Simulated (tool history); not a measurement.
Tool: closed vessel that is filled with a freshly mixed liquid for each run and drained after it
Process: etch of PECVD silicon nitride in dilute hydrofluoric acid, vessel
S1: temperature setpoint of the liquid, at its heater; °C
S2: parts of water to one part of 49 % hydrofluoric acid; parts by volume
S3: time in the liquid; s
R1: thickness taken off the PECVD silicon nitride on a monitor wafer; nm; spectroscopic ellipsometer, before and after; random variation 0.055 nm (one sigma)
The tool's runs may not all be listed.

| run | hour | S1 | S2 | S3 | R1 |
|---|---|---|---|---|---|
| 1 | 0.0 | 25 | 45 | 240 | 10.791 |
| 2 | 8.9 | 27 | 45 | 240 | 12.371 |
| 3 | 13.9 | 26 | 45 | 240 | 11.383 |
| 4 | 16.0 | 26 | 35 | 240 | 14.605 |
| 5 | 22.9 | 23 | 35 | 240 | 11.903 |
| 6 | 27.6 | 23 | 20 | 240 | 20.512 |
| 7 | 28.1 | 22 | 25 | 240 | 15.498 |

The next listed run, before its measurement:
| 8 | 33.9 | 21 | 25 | 240 | ? |

Run 8 gave R1 14.525 nm.
